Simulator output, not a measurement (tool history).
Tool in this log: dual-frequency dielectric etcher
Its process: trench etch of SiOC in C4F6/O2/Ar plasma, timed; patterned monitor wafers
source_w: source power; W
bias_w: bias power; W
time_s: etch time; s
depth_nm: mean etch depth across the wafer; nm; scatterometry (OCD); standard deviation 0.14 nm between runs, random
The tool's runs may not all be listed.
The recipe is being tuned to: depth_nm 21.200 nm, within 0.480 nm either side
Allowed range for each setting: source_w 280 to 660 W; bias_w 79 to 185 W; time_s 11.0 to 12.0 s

run 1 hour=0.0 | source_w=470 bias_w=132 time_s=12.0 | depth_nm=25.421
run 2 hour=4.8 | source_w=440 bias_w=132 time_s=12.0 | depth_nm=24.422
run 3 hour=5.5 | source_w=520 bias_w=132 time_s=12.0 | depth_nm=26.578
run 4 hour=13.7 | source_w=600 bias_w=132 time_s=12.0 | depth_nm=28.463
run 5 hour=14.4 | source_w=600 bias_w=132 time_s=12.0 | depth_nm=28.377
run 6 hour=20.3 | source_w=600 bias_w=114 time_s=12.0 | depth_nm=26.886
run 7 hour=26.4 | source_w=540 bias_w=110 time_s=12.0 | depth_nm=25.624
run 8 hour=33.8 | source_w=490 bias_w=106 time_s=12.0 | depth_nm=24.121

Below are 4 possible settings for the next run. Only one of them brings all results inside the allowed miss of their targets. Which is it?
run A hour=41.2 | source_w=510 bias_w=111 time_s=11.5 | depth_nm=?
run B hour=41.2 | source_w=520 bias_w=80 time_s=11.0 | depth_nm=?
run C hour=41.2 | source_w=500 bias_w=106 time_s=11.0 | depth_nm=?
run D hour=41.2 | source_w=620 bias_w=139 time_s=11.0 | depth_nm=?

move=A depth_nm=24.076
move=B depth_nm=21.283
move=C depth_nm=22.532
move=D depth_nm=26.789
A: as far off as the last run
B: all results land within tolerance of their targets
C: nearer the targets than the last run, but a result is still out of spec
D: lands further from the targets than the last run did
Correct choice: B, which meets every target

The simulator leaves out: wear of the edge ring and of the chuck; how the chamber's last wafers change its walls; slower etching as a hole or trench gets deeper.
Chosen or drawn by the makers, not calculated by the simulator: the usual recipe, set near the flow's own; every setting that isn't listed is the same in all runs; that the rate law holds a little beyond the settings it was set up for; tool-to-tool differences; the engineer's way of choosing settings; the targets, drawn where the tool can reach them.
